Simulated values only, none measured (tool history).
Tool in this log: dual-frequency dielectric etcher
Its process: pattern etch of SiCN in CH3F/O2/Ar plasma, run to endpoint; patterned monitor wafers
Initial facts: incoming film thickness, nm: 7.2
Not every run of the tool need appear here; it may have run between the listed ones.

Run 1, hour 0.0: source power (W) 440, bias power (W) 61. Result: endpoint time (s) 17.417.
Run 2, hour 1.2: source power (W) 370, bias power (W) 61. Result: endpoint time (s) 18.727.
Run 3, hour 5.6: source power (W) 400, bias power (W) 62. Result: endpoint time (s) 17.892.
Run 4, hour 6.9: source power (W) 430, bias power (W) 63. Result: endpoint time (s) 17.654.
Run 5, hour 13.5: source power (W) 460, bias power (W) 63. Result: endpoint time (s) 16.991.
Run 6, hour 21.1: source power (W) 540, bias power (W) 63. Result: endpoint time (s) 16.162.

Forecast run 7:
Run 7, hour 22.2: source power (W) 550, bias power (W) 64. Result: endpoint time (s) ?.

endpoint time (s): 15.799

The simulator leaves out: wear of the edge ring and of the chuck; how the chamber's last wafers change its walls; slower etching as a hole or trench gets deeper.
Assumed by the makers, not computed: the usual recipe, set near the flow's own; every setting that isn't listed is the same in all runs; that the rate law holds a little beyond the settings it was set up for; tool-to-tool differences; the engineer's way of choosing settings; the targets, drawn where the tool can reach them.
